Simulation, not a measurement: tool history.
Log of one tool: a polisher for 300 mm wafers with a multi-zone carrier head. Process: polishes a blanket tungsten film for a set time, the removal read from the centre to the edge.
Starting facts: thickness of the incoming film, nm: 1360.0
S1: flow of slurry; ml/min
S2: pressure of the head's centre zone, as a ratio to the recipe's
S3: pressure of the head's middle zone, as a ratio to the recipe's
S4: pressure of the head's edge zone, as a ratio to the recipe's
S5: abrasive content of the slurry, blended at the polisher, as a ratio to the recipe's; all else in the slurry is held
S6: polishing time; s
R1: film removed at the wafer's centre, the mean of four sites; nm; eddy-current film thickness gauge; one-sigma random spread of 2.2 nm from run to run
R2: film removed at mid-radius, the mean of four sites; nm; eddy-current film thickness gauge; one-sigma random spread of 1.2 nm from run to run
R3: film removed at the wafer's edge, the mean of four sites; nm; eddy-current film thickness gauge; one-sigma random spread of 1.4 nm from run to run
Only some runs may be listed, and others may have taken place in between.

{"run": 1, "hour": 0.0, "S1": 195, "S2": 1.0, "S3": 1.0, "S4": 1.0, "S5": 1.0, "S6": 50, "R1": 206.97, "R2": 203.37, "R3": 200.05}
{"run": 2, "hour": 4.3, "S1": 185, "S2": 1.0, "S3": 0.97, "S4": 0.99, "S5": 1.0, "S6": 50, "R1": 201.91, "R2": 194.93, "R3": 199.33}
{"run": 3, "hour": 10.9, "S1": 185, "S2": 1.0, "S3": 1.02, "S4": 0.99, "S5": 1.0, "S6": 50, "R1": 203.19, "R2": 204.03, "R3": 199.42}
{"run": 4, "hour": 15.0, "S1": 185, "S2": 1.0, "S3": 1.06, "S4": 0.99, "S5": 1.0, "S6": 50, "R1": 202.31, "R2": 213.96, "R3": 197.41}
{"run": 5, "hour": 18.2, "S1": 185, "S2": 1.0, "S3": 1.06, "S4": 1.05, "S5": 1.0, "S6": 50, "R1": 202.1, "R2": 212.63, "R3": 205.44}
{"run": 6, "hour": 19.4, "S1": 185, "S2": 1.0, "S3": 1.14, "S4": 1.05, "S5": 1.0, "S6": 50, "R1": 201.45, "R2": 220.92, "R3": 202.81}
{"run": 7, "hour": 26.7, "S1": 175, "S2": 1.01, "S3": 1.08, "S4": 1.04, "S5": 0.95, "S6": 50, "R1": 199.54, "R2": 210.84, "R3": 202.44}
{"run": 8, "hour": 27.5, "S1": 150, "S2": 1.07, "S3": 0.98, "S4": 0.94, "S5": 0.7, "S6": 49, "R1": 189.33, "R2": 175.12, "R3": 170.61}
{"run": 9, "hour": 33.1, "S1": 155, "S2": 1.07, "S3": 0.97, "S4": 0.96, "S5": 0.7, "S6": 49, "R1": 190.49, "R2": 173.12, "R3": 171.75}
{"run": 10, "hour": 39.8, "S1": 160, "S2": 1.06, "S3": 0.97, "S4": 0.98, "S5": 0.7, "S6": 49, "R1": 190.87, "R2": 175.21, "R3": 173.13}

Estimate the outcome of run 11 from the log above:
{"run": 11, "hour": 42.1, "S1": 160, "S2": 1.05, "S3": 0.96, "S4": 1.01, "S5": 0.7, "S6": 49, "R1": "?", "R2": "?", "R3": "?"}

R1: 188.83 nm
R2: 173.11 nm
R3: 179.72 nm
